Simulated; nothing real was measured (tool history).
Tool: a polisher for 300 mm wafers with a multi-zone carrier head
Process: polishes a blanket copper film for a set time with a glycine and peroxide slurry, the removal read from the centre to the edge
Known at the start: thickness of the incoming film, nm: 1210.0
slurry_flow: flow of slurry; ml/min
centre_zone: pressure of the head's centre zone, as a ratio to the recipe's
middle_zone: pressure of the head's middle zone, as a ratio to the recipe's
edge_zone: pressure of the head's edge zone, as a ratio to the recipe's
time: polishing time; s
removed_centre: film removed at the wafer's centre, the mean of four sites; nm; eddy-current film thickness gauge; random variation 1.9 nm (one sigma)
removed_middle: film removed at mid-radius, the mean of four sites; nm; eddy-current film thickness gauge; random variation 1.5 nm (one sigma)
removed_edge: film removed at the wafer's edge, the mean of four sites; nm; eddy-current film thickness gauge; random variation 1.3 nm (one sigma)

run  hour  slurry_flow  centre_zone  middle_zone  edge_zone  time  removed_centre  removed_middle  removed_edge
  1   0.0          255         1.00         1.00       1.00    39          200.92          209.11        205.03
  2   5.4          255         1.00         1.00       1.00    44          225.58          235.89        230.65
  3  13.9          250         0.96         1.00       0.96    42          212.43          220.94        217.39
  4  21.5          250         0.96         1.00       0.99    42          212.17          222.66        219.74
  5  25.7          250         0.93         1.03       0.99    39          189.87          213.36        203.13
  6  26.8          250         0.93         0.97       0.99    39          190.49          200.43        203.29
  7  34.8          250         0.93         0.97       0.99    39          191.33          198.81        203.92

Forecast run 8:
  8  36.1          245         0.91         1.00       0.97    38               ?               ?             ?

Run 8 gave removed_centre 179.50 nm, removed_middle 200.69 nm, removed_edge 196.54 nm.

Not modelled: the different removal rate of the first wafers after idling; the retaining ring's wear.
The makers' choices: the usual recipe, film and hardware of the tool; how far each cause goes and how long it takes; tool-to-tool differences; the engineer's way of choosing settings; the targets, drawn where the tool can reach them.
